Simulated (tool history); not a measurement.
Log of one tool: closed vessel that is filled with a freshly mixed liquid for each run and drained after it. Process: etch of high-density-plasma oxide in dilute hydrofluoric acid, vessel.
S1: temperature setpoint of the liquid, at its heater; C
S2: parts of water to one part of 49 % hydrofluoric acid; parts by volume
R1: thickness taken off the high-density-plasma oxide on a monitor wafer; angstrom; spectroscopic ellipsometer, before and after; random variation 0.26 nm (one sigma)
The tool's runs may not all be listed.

{"run": 1, "day": 0.0, "S1": 25.0, "S2": 185, "time in the liquid (s)": 1520, "R1": 730.86}
{"run": 2, "day": 0.204, "S1": 25.0, "S2": 215, "time in the liquid (s)": 1520, "R1": 607.12}
{"run": 3, "day": 0.258, "S1": 25.0, "S2": 235, "time in the liquid (s)": 1520, "R1": 548.42}
{"run": 4, "day": 0.433, "S1": 25.0, "S2": 235, "time in the liquid (s)": 1625, "R1": 582.94}
{"run": 5, "day": 0.579, "S1": 27.0, "S2": 230, "time in the liquid (s)": 1625, "R1": 642.48}
{"run": 6, "day": 0.625, "S1": 28.5, "S2": 225, "time in the liquid (s)": 1625, "R1": 697.77}
{"run": 7, "day": 0.983, "S1": 29.5, "S2": 220, "time in the liquid (s)": 1625, "R1": 739.11}

The next listed run, before its measurement:
{"run": 8, "day": 1.317, "S1": 33.0, "S2": 215, "time in the liquid (s)": 1625, "R1": "?"}

Run 8 gave R1 861.12 angstrom.

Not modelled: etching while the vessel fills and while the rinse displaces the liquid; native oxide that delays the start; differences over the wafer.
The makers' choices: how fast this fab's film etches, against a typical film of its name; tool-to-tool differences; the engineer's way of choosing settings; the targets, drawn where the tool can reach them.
